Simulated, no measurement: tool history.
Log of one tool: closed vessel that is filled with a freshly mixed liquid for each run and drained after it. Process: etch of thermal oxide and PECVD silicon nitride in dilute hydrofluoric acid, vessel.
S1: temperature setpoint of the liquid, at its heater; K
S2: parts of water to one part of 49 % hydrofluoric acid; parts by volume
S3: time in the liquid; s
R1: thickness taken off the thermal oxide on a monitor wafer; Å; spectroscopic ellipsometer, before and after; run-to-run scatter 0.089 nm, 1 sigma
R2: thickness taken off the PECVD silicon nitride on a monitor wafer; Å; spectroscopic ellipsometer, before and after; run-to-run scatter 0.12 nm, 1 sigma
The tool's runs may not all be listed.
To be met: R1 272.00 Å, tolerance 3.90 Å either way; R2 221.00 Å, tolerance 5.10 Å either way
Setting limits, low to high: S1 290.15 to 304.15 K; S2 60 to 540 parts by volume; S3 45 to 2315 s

Run 1, hour 0.0: S1 296.15 K, S2 300 parts by volume, S3 1180 s. Result: R1 159.49 Å, R2 128.76 Å.
Run 2, hour 3.8: S1 294.15 K, S2 300 parts by volume, S3 1180 s. Result: R1 149.33 Å, R2 112.67 Å.
Run 3, hour 6.5: S1 294.15 K, S2 300 parts by volume, S3 1375 s. Result: R1 174.00 Å, R2 131.49 Å.
Run 4, hour 11.2: S1 295.65 K, S2 300 parts by volume, S3 1375 s. Result: R1 183.24 Å, R2 144.02 Å.
Run 5, hour 16.2: S1 296.65 K, S2 280 parts by volume, S3 1355 s. Result: R1 204.40 Å, R2 162.67 Å.
Run 6, hour 22.2: S1 297.15 K, S2 265 parts by volume, S3 1340 s. Result: R1 219.68 Å, R2 174.91 Å.
Run 7, hour 29.6: S1 297.65 K, S2 255 parts by volume, S3 1330 s. Result: R1 233.35 Å, R2 186.36 Å.
Run 8, hour 34.8: S1 298.15 K, S2 250 parts by volume, S3 1320 s. Result: R1 243.04 Å, R2 191.56 Å.
Run 9, hour 44.3: S1 300.65 K, S2 240 parts by volume, S3 1300 s. Result: R1 275.81 Å, R2 230.51 Å.
Run 10, hour 53.6: S1 300.65 K, S2 240 parts by volume, S3 1295 s. Result: R1 272.93 Å, R2 228.44 Å.
Run 11, hour 61.9: S1 299.65 K, S2 230 parts by volume, S3 1285 s. Result: R1 276.93 Å, R2 225.57 Å.

Which of these 4 next moves meets every target?
Run A, hour 70.2: S1 298.65 K, S2 260 parts by volume, S3 1530 s. Result: R1 ?, R2 ?.
Run B, hour 70.2: S1 299.15 K, S2 210 parts by volume, S3 1185 s. Result: R1 ?, R2 ?.
Run C, hour 70.2: S1 294.65 K, S2 290 parts by volume, S3 2015 s. Result: R1 ?, R2 ?.
Run D, hour 70.2: S1 298.65 K, S2 195 parts by volume, S3 1090 s. Result: R1 ?, R2 ?.

move      R1      R2
   A  272.33  222.40
   B  280.51  219.91
   C  270.88  205.32
   D  277.49  211.15
A: hits every target within its allowed miss
B: its largest miss is bigger than the last run's
C: gets the furthest-off result to its target, but another result is out of tolerance
D: its largest miss is bigger than the last run's
The right move is A.

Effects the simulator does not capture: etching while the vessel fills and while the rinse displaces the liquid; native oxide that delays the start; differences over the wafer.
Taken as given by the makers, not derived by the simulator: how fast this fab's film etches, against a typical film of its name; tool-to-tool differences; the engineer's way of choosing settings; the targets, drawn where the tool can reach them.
